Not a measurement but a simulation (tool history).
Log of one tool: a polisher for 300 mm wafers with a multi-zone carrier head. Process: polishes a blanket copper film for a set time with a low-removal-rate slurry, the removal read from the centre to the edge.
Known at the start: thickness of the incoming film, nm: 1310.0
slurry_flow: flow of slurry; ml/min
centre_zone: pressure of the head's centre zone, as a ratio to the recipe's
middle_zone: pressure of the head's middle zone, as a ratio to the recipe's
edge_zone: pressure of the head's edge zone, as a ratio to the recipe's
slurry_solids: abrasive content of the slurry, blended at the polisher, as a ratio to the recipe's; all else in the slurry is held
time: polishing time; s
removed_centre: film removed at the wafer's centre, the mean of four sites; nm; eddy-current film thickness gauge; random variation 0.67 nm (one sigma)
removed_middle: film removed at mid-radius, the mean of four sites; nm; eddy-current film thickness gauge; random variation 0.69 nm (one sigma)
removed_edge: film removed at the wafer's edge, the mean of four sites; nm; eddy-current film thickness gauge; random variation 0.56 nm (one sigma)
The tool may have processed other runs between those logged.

Run 1, hour 0.0: slurry_flow 250 ml/min, centre_zone 1.00, middle_zone 1.00, edge_zone 1.00, slurry_solids 1.00, time 46 s. Result: removed_centre 112.280 nm, removed_middle 118.860 nm, removed_edge 117.020 nm.
Run 2, hour 2.9: slurry_flow 250 ml/min, centre_zone 0.92, middle_zone 1.00, edge_zone 1.00, slurry_solids 1.00, time 46 s. Result: removed_centre 105.900 nm, removed_middle 120.680 nm, removed_edge 116.270 nm.
Run 3, hour 10.2: slurry_flow 250 ml/min, centre_zone 0.99, middle_zone 1.00, edge_zone 1.00, slurry_solids 1.00, time 46 s. Result: removed_centre 113.060 nm, removed_middle 117.470 nm, removed_edge 117.590 nm.
Run 4, hour 17.8: slurry_flow 250 ml/min, centre_zone 0.99, middle_zone 1.04, edge_zone 1.00, slurry_solids 1.00, time 46 s. Result: removed_centre 111.070 nm, removed_middle 125.080 nm, removed_edge 116.600 nm.
Run 5, hour 21.8: slurry_flow 250 ml/min, centre_zone 0.99, middle_zone 1.04, edge_zone 1.00, slurry_solids 1.15, time 46 s. Result: removed_centre 118.510 nm, removed_middle 130.880 nm, removed_edge 123.600 nm.
Run 6, hour 23.0: slurry_flow 250 ml/min, centre_zone 0.99, middle_zone 1.04, edge_zone 1.00, slurry_solids 1.15, time 54 s. Result: removed_centre 139.910 nm, removed_middle 151.760 nm, removed_edge 143.560 nm.
Run 7, hour 28.3: slurry_flow 240 ml/min, centre_zone 0.97, middle_zone 1.03, edge_zone 0.90, slurry_solids 0.90, time 41 s. Result: removed_centre 95.112 nm, removed_middle 105.050 nm, removed_edge 95.356 nm.

What does the tool deliver on the next run?
Run 8, hour 29.4: slurry_flow 235 ml/min, centre_zone 0.96, middle_zone 1.03, edge_zone 0.88, slurry_solids 0.80, time 40 s. Result: removed_centre ?, removed_middle ?, removed_edge ?.

Run 8 yielded removed_centre 88.794 nm, removed_middle 99.301 nm, removed_edge 88.129 nm.
